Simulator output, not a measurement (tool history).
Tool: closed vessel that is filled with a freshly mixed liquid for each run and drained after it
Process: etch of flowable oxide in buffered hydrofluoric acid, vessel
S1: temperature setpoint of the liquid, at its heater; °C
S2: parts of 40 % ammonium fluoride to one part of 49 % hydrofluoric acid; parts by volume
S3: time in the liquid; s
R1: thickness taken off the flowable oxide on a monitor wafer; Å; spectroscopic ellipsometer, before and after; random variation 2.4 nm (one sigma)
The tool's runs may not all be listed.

run	hour	S1	S2	S3	R1
1	0	24	8	100	3352.5
2	4.3	23.5	8	100	3299.3
3	9.9	23.5	8	105	3406.7
4	16.9	23	8	105	3350.4
5	19.1	22.5	8	105	3299.6
6	26.5	22.5	6.5	105	4001.9

Run 7 comes next. What will it give?
7	34.4	21.5	6.5	105	?

Run 7 gave R1 3801.3 Å.
